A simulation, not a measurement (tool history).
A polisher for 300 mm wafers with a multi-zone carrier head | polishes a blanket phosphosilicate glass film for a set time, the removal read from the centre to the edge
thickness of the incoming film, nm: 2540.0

| run | hour | flow of slurry (ml/min) | pressure of the head's centre zone | pressure of the head's middle zone | pressure of the head's edge zone | abrasive content of the slurry | polishing time (s) | film removed at the wafer's centre (Å) | film removed at mid-radius (Å) | film removed at the wafer's edge (Å) |
|---|---|---|---|---|---|---|---|---|---|---|
| 1 | 0 | 260 | 1 | 1 | 1 | 1 | 68 | 5923.5 | 5812.2 | 5711.8 |
| 2 | 5.1 | 260 | 1 | 1 | 1.04 | 1 | 68 | 5859.9 | 5773.3 | 5861.5 |
| 3 | 9.1 | 265 | 1 | 1.02 | 1 | 0.9 | 61 | 4993.3 | 5103 | 4841.9 |
| 4 | 10.5 | 270 | 1 | 1.02 | 0.97 | 0.8 | 57 | 4379.3 | 4415.2 | 4150.8 |
| 5 | 16.9 | 275 | 1 | 1.03 | 0.94 | 0.75 | 54 | 3999 | 4010 | 3725.5 |
| 6 | 21.3 | 275 | 1 | 1.03 | 0.94 | 0.6 | 54 | 3390.9 | 3530 | 3163.7 |
| 7 | 24.1 | 275 | 1 | 1.03 | 0.94 | 0.6 | 54 | 3412 | 3444.4 | 3277 |
| 8 | 29.5 | 280 | 1 | 1.05 | 0.92 | 0.6 | 53 | 3365.1 | 3535.2 | 3161.3 |
| 9 | 31.9 | 280 | 1.01 | 1.06 | 0.9 | 0.6 | 52 | 3360.4 | 3433.6 | 2978.7 |
| 10 | 35.8 | 270 | 1 | 1.07 | 0.88 | 0.6 | 52 | 3245.1 | 3453.4 | 3071.6 |

Run 11 comes next. What will it give?
| 11 | 40.9 | 285 | 1 | 1.08 | 0.87 | 0.6 | 51 | ? | ? | ? |

Run 11 gave film removed at the wafer's centre (Å) 3216.7, film removed at mid-radius (Å) 3391.1, film removed at the wafer's edge (Å) 2962.9.
